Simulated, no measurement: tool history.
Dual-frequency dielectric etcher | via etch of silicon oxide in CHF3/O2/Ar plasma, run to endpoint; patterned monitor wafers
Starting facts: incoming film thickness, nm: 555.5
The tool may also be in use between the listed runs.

| run | hour | source power (kW) | bias power (kW) | endpoint time (s) |
|---|---|---|---|---|
| 1 | 0.0 | 0.720 | 0.150 | 235.58 |
| 2 | 5.4 | 0.600 | 0.150 | 251.74 |
| 3 | 7.2 | 0.690 | 0.152 | 238.29 |
| 4 | 14.5 | 0.750 | 0.153 | 232.03 |
| 5 | 17.3 | 0.750 | 0.175 | 223.94 |
| 6 | 19.2 | 0.750 | 0.202 | 216.89 |
| 7 | 22.4 | 0.780 | 0.203 | 214.73 |
| 8 | 31.1 | 0.810 | 0.204 | 210.46 |

Forecast run 9:
| 9 | 37.3 | 0.830 | 0.205 | ? |

endpoint time (s): 209.73

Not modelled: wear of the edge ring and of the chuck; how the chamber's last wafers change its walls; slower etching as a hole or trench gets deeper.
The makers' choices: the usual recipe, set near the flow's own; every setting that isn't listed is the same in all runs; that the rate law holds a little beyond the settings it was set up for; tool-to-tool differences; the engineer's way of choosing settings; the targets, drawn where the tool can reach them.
